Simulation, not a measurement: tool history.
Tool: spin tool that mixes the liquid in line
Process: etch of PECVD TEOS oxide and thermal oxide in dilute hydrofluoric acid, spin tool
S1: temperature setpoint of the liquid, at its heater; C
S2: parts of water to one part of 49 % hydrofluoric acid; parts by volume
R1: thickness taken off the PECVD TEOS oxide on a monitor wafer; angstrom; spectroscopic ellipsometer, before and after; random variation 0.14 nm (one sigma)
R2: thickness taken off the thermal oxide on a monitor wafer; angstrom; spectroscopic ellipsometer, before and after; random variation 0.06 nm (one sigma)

Run 1, day 0: S1 22 C, S2 230 parts by volume, time under the liquid (s) 180. Result: R1 180.74 angstrom, R2 33.044 angstrom.
Run 2, day 0.042: S1 22 C, S2 305 parts by volume, time under the liquid (s) 180. Result: R1 127.33 angstrom, R2 22.452 angstrom.
Run 3, day 0.258: S1 23.5 C, S2 290 parts by volume, time under the liquid (s) 180. Result: R1 141.76 angstrom, R2 25.503 angstrom.
Run 4, day 0.438: S1 23.5 C, S2 290 parts by volume, time under the liquid (s) 220. Result: R1 174.34 angstrom, R2 31.304 angstrom.
Run 5, day 0.692: S1 24.5 C, S2 285 parts by volume, time under the liquid (s) 220. Result: R1 185.71 angstrom, R2 32.901 angstrom.
Run 6, day 0.912: S1 25.5 C, S2 280 parts by volume, time under the liquid (s) 220. Result: R1 194.2 angstrom, R2 34.835 angstrom.
Run 7, day 1.096: S1 26.5 C, S2 275 parts by volume, time under the liquid (s) 220. Result: R1 208.57 angstrom, R2 36.625 angstrom.
Run 8, day 1.317: S1 27 C, S2 270 parts by volume, time under the liquid (s) 220. Result: R1 213.15 angstrom, R2 37.875 angstrom.

Run 9 comes next. What will it give?
Run 9, day 1.642: S1 27.5 C, S2 265 parts by volume, time under the liquid (s) 220. Result: R1 ?, R2 ?.

Run 9 gave R1 223.21 angstrom, R2 39.784 angstrom.
